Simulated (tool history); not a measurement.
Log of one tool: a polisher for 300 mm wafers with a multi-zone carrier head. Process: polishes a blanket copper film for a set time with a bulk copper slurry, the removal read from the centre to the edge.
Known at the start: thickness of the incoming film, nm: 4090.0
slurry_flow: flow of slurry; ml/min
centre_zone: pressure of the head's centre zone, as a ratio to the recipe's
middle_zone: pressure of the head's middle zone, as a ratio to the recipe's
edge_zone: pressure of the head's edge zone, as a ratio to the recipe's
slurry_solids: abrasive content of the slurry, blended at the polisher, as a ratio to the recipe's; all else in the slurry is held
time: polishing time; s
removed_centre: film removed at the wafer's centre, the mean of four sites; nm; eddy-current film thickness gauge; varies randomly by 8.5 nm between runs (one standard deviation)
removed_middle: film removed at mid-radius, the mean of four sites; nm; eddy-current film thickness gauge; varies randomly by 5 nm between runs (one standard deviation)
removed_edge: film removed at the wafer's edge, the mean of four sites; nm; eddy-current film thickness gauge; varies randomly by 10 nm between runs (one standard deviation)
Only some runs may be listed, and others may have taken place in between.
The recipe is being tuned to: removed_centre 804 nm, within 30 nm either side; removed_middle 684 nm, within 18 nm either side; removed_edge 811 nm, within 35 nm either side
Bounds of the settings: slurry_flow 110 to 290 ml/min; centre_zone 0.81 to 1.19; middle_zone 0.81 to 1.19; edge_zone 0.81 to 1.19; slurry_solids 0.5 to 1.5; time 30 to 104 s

{"run": 1, "hour": 0.0, "slurry_flow": 185, "centre_zone": 1, "middle_zone": 1, "edge_zone": 1, "slurry_solids": 1, "time": 67, "removed_centre": 583.01, "removed_middle": 579.79, "removed_edge": 580.12}
{"run": 2, "hour": 8.8, "slurry_flow": 165, "centre_zone": 1, "middle_zone": 1, "edge_zone": 1, "slurry_solids": 1, "time": 67, "removed_centre": 573.83, "removed_middle": 574.37, "removed_edge": 598.05}
{"run": 3, "hour": 15.1, "slurry_flow": 155, "centre_zone": 1.02, "middle_zone": 1, "edge_zone": 1.02, "slurry_solids": 1.1, "time": 68, "removed_centre": 584.29, "removed_middle": 577.72, "removed_edge": 602.92}
{"run": 4, "hour": 15.8, "slurry_flow": 150, "centre_zone": 1.04, "middle_zone": 0.99, "edge_zone": 1.03, "slurry_solids": 1.15, "time": 71, "removed_centre": 633.02, "removed_middle": 607.07, "removed_edge": 625.01}
{"hour": 23.2, "done": "worn pad replaced by a new one"}
{"run": 5, "hour": 23.2, "slurry_flow": 150, "centre_zone": 1.04, "middle_zone": 0.93, "edge_zone": 1.03, "slurry_solids": 1.15, "time": 71, "removed_centre": 724.48, "removed_middle": 645.35, "removed_edge": 721.96}
{"run": 6, "hour": 27.9, "slurry_flow": 155, "centre_zone": 1.04, "middle_zone": 0.92, "edge_zone": 1.04, "slurry_solids": 1.15, "time": 71, "removed_centre": 705.27, "removed_middle": 646.74, "removed_edge": 737.35}
{"run": 7, "hour": 34.5, "slurry_flow": 160, "centre_zone": 1.05, "middle_zone": 0.91, "edge_zone": 1.04, "slurry_solids": 1.15, "time": 71, "removed_centre": 727.06, "removed_middle": 647.53, "removed_edge": 726.07}
{"run": 8, "hour": 39.7, "slurry_flow": 165, "centre_zone": 1.05, "middle_zone": 0.9, "edge_zone": 1.04, "slurry_solids": 1.15, "time": 71, "removed_centre": 735.59, "removed_middle": 639.3, "removed_edge": 734.93}

Of the 4 settings listed for the next run, only one would bring every result within its allowed miss of target. Which one?
{"run": "A", "hour": 44.9, "slurry_flow": 185, "centre_zone": 1.14, "middle_zone": 0.97, "edge_zone": 0.98, "slurry_solids": 1.1, "time": 71, "removed_centre": "?", "removed_middle": "?", "removed_edge": "?"}
{"run": "B", "hour": 44.9, "slurry_flow": 200, "centre_zone": 1, "middle_zone": 0.83, "edge_zone": 0.99, "slurry_solids": 0.8, "time": 83, "removed_centre": "?", "removed_middle": "?", "removed_edge": "?"}
{"run": "C", "hour": 44.9, "slurry_flow": 135, "centre_zone": 0.98, "middle_zone": 0.84, "edge_zone": 1.09, "slurry_solids": 1.3, "time": 72, "removed_centre": "?", "removed_middle": "?", "removed_edge": "?"}
{"run": "D", "hour": 44.9, "slurry_flow": 260, "centre_zone": 1.18, "middle_zone": 0.98, "edge_zone": 0.94, "slurry_solids": 1.05, "time": 67, "removed_centre": "?", "removed_middle": "?", "removed_edge": "?"}

move=A removed_centre=782.47 removed_middle=694.04 removed_edge=699.13
move=B removed_centre=801.73 removed_middle=682.71 removed_edge=784.56
move=C removed_centre=691 removed_middle=607.33 removed_edge=733.96
move=D removed_centre=789.44 removed_middle=686.02 removed_edge=665.87
A: corrects the largest miss of the last run, while another result sits out of spec
B: each result inside its tolerance
C: its largest miss is bigger than the last run's
D: corrects the largest miss of the last run, while another result sits out of spec
Answer: B
